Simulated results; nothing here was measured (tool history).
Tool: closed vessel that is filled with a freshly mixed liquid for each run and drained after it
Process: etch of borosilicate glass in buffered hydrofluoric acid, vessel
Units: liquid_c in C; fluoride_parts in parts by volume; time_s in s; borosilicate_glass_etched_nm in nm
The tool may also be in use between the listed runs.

{"run": 1, "hour": 0.0, "liquid_c": 24.0, "fluoride_parts": 10.5, "time_s": 85, "borosilicate_glass_etched_nm": 106.98}
{"run": 2, "hour": 1.8, "liquid_c": 23.0, "fluoride_parts": 11.0, "time_s": 85, "borosilicate_glass_etched_nm": 96.528}
{"run": 3, "hour": 9.5, "liquid_c": 23.0, "fluoride_parts": 11.0, "time_s": 95, "borosilicate_glass_etched_nm": 105.77}
{"run": 4, "hour": 18.3, "liquid_c": 23.0, "fluoride_parts": 11.0, "time_s": 95, "borosilicate_glass_etched_nm": 105.88}
{"run": 5, "hour": 26.0, "liquid_c": 23.0, "fluoride_parts": 12.5, "time_s": 95, "borosilicate_glass_etched_nm": 94.515}
{"run": 6, "hour": 32.0, "liquid_c": 23.0, "fluoride_parts": 12.5, "time_s": 85, "borosilicate_glass_etched_nm": 83.679}
{"run": 7, "hour": 33.8, "liquid_c": 22.0, "fluoride_parts": 12.5, "time_s": 85, "borosilicate_glass_etched_nm": 80.55}
{"run": 8, "hour": 37.8, "liquid_c": 21.5, "fluoride_parts": 12.5, "time_s": 85, "borosilicate_glass_etched_nm": 77.341}

Forecast run 9:
{"run": 9, "hour": 43.1, "liquid_c": 21.0, "fluoride_parts": 12.5, "time_s": 85, "borosilicate_glass_etched_nm": "?"}

Run 9 gave borosilicate_glass_etched_nm 76.063 nm.
